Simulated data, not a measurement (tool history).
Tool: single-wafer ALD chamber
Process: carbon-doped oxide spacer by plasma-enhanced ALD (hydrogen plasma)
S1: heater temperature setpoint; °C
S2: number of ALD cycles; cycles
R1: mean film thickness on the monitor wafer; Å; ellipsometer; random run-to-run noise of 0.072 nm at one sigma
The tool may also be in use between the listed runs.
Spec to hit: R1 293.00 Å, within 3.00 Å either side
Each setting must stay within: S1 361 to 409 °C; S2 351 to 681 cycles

run	day	S1	S2	R1
1	0.000	385	516	273.55
2	0.242	379	516	274.17
3	0.412	379	490	260.79
4	0.558	369	490	260.91
5	0.667	369	502	266.66
6	0.829	369	435	230.69
7	0.904	369	456	241.65
8	1.100	369	474	252.39

Next run, 4 choices. One meets every target within its allowed miss, the rest don't. Which?
A	1.296	368	563	?
B	1.296	375	551	?
C	1.296	366	568	?
D	1.296	365	564	?

move	R1
A	300.43
B	294.03
C	303.10
D	300.97
A: pushes the last run's worst result past its target
B: every result lands within tolerance
C: pushes the last run's worst result past its target
D: pushes the last run's worst result past its target
The move that meets every target is B.
